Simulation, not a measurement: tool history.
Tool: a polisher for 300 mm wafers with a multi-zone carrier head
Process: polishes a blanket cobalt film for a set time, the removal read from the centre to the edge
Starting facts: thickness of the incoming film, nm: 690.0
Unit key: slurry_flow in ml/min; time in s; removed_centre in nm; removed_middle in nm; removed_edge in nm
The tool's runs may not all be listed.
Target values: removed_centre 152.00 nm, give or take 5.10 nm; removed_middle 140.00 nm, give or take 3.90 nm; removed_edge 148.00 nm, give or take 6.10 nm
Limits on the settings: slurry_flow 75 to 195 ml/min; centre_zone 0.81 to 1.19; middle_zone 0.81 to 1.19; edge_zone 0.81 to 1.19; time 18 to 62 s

run,hour,slurry_flow,centre_zone,middle_zone,edge_zone,time,removed_centre,removed_middle,removed_edge
1,0.0,125,1.00,1.00,1.00,40,228.46,220.27,224.90
2,8.3,125,1.00,1.00,1.06,40,230.83,222.43,231.56
3,9.4,125,1.00,0.96,1.06,40,228.80,213.13,230.07
4,13.8,125,1.00,0.96,1.06,44,246.46,230.75,252.57
5,18.6,125,1.00,0.88,1.06,44,252.09,218.34,252.41
6,20.9,120,0.99,0.88,1.03,41,228.21,202.83,226.07
7,27.3,115,0.98,0.87,1.02,39,214.77,189.19,216.61
8,34.2,115,0.97,0.87,0.99,37,200.09,180.08,203.91

5 next moves are on the table. One of them brings every result within its allowed miss. Which?
A,41.1,125,0.95,0.98,0.90,26,?,?,?
B,41.1,90,1.01,0.94,0.96,28,?,?,?
C,41.1,180,1.02,0.96,0.92,25,?,?,?
D,41.1,130,1.01,1.02,0.93,25,?,?,?
E,41.1,105,0.96,0.85,0.98,27,?,?,?

move,removed_centre,removed_middle,removed_edge
A,141.50,142.48,138.92
B,153.78,141.47,149.21
C,154.26,141.20,139.61
D,145.64,142.41,135.96
E,144.34,128.28,147.60
A: the worst result of the last run now meets its target, but another is out of spec
B: in spec on every target
C: the worst result of the last run now meets its target, but another is out of spec
D: the worst result of the last run now meets its target, but another is out of spec
E: takes the biggest miss from the last run beyond its target
B meets every target.

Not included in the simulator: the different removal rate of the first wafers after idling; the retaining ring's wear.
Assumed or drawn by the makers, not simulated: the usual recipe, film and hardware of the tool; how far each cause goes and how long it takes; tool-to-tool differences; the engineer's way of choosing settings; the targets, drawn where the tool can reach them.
